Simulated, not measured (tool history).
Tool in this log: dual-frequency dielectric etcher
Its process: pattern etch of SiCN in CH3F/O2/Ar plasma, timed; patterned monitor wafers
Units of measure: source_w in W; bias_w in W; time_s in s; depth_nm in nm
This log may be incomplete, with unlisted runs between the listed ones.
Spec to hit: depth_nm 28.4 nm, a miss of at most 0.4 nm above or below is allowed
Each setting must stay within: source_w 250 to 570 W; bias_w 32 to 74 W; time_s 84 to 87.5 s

run,hour,source_w,bias_w,time_s,depth_nm
1,0,410,53,84,32.177
2,5.4,380,53,84,31.309
3,7.1,380,53,84,31.257
4,13.1,380,61,84,32.734
5,21.8,380,68,84,33.565
6,27,380,74,84,34.44
7,29.1,350,70,84,32.944
8,30,320,67,84,31.511
9,33.3,300,65,84,30.446
10,35.8,250,61,84,27.804

Below are 5 possible settings for the next run. Only one of them brings all results inside the allowed miss of their targets. Which is it?
A,38.3,250,57,85,?
B,38.3,250,52,86,?
C,38.3,250,58,84.5,?
D,38.3,260,56,84,?
E,38.3,250,60,86,?

move,depth_nm
A,27.662
B,27.23
C,27.645
D,27.594
E,28.43
A: its largest miss is bigger than the last run's
B: its largest miss is bigger than the last run's
C: its largest miss is bigger than the last run's
D: its largest miss is bigger than the last run's
E: every result within its allowed miss
Go with E: it meets all targets.
